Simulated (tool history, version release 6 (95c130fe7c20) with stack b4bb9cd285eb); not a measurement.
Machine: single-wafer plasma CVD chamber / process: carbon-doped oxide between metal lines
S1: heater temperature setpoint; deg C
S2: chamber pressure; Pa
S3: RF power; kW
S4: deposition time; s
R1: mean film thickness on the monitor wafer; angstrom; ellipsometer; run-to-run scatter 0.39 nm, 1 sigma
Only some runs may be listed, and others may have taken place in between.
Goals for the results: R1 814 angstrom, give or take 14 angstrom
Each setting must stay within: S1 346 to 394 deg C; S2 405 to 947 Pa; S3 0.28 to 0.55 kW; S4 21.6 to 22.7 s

Run 1, hour 0: S1 370 deg C, S2 676 Pa, S3 0.415 kW, S4 22.7 s. Result: R1 957.81 angstrom.
Run 2, hour 7.4: S1 370 deg C, S2 676 Pa, S3 0.415 kW, S4 21.6 s. Result: R1 904.22 angstrom.
Run 3, hour 11.2: S1 370 deg C, S2 676 Pa, S3 0.455 kW, S4 21.6 s. Result: R1 965.09 angstrom.
Run 4, hour 12.5: S1 371 deg C, S2 652 Pa, S3 0.445 kW, S4 21.6 s. Result: R1 936.9 angstrom.
Run 5, hour 20.1: S1 364 deg C, S2 652 Pa, S3 0.445 kW, S4 21.6 s. Result: R1 961.47 angstrom.
At hour 22.3: thermocouple changed; heater temperature recalibrated.
Run 6, hour 22.3: S1 366 deg C, S2 623 Pa, S3 0.44 kW, S4 21.6 s. Result: R1 925.84 angstrom.
Run 7, hour 25: S1 367 deg C, S2 601 Pa, S3 0.44 kW, S4 21.6 s. Result: R1 927.6 angstrom.
Run 8, hour 26.6: S1 368 deg C, S2 577 Pa, S3 0.435 kW, S4 21.6 s. Result: R1 915.29 angstrom.
Run 9, hour 27.9: S1 369 deg C, S2 556 Pa, S3 0.43 kW, S4 21.6 s. Result: R1 899.46 angstrom.
Run 10, hour 36.3: S1 370 deg C, S2 537 Pa, S3 0.425 kW, S4 21.6 s. Result: R1 887.84 angstrom.
Run 11, hour 43: S1 371 deg C, S2 521 Pa, S3 0.42 kW, S4 21.6 s. Result: R1 876.93 angstrom.
Run 12, hour 44.9: S1 372 deg C, S2 507 Pa, S3 0.415 kW, S4 21.6 s. Result: R1 861.07 angstrom.
Run 13, hour 49.7: S1 373 deg C, S2 495 Pa, S3 0.415 kW, S4 21.6 s. Result: R1 846.07 angstrom.

Below are 4 possible settings for the next run. Only one of them brings all results inside the allowed miss of their targets. Which is it?
Run A, hour 54.5: S1 366 deg C, S2 592 Pa, S3 0.375 kW, S4 22.3 s. Result: R1 ?.
Run B, hour 54.5: S1 370 deg C, S2 447 Pa, S3 0.445 kW, S4 21.9 s. Result: R1 ?.
Run C, hour 54.5: S1 374 deg C, S2 512 Pa, S3 0.39 kW, S4 22.7 s. Result: R1 ?.
Run D, hour 54.5: S1 376 deg C, S2 500 Pa, S3 0.395 kW, S4 21.6 s. Result: R1 ?.

move      R1
   A  855.18
   B  898.54
   C  856.24
   D  815.81
A: the biggest miss grows against the last run
B: the biggest miss grows against the last run
C: the biggest miss grows against the last run
D: all results in spec
So the answer is move D, the one that meets all the targets.
